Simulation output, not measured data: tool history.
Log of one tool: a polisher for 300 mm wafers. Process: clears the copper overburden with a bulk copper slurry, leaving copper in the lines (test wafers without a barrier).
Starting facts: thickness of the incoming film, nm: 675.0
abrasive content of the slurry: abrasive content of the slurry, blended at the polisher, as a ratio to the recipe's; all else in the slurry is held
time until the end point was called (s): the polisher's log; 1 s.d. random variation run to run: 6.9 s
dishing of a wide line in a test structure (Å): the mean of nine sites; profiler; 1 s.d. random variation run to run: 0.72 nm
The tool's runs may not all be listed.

run	day	flow of slurry (ml/min)	pressure of the wafer on the pad (psi)	speed of the pad under the wafer (m/s)	abrasive content of the slurry	overpolish time after the end point (s)	time until the end point was called (s)	dishing of a wide line in a test structure (Å)
1	0.000	230	1.7	1.20	1.0	24	129.67	484.69
2	0.304	230	1.7	1.20	1.0	20	133.05	462.00
3	0.554	230	1.6	1.12	1.0	20	140.52	414.17
4	0.633	230	1.6	1.22	1.0	20	138.21	420.04
5	0.983	230	1.6	1.22	1.0	14	137.49	353.47
6	1.175	230	1.6	1.22	1.1	14	133.74	344.34

Predict the results of run 7:
7	1.283	220	1.5	1.12	1.0	15	?	?

Run 7 produced time until the end point was called (s) 157.91, dishing of a wide line in a test structure (Å) 344.69.

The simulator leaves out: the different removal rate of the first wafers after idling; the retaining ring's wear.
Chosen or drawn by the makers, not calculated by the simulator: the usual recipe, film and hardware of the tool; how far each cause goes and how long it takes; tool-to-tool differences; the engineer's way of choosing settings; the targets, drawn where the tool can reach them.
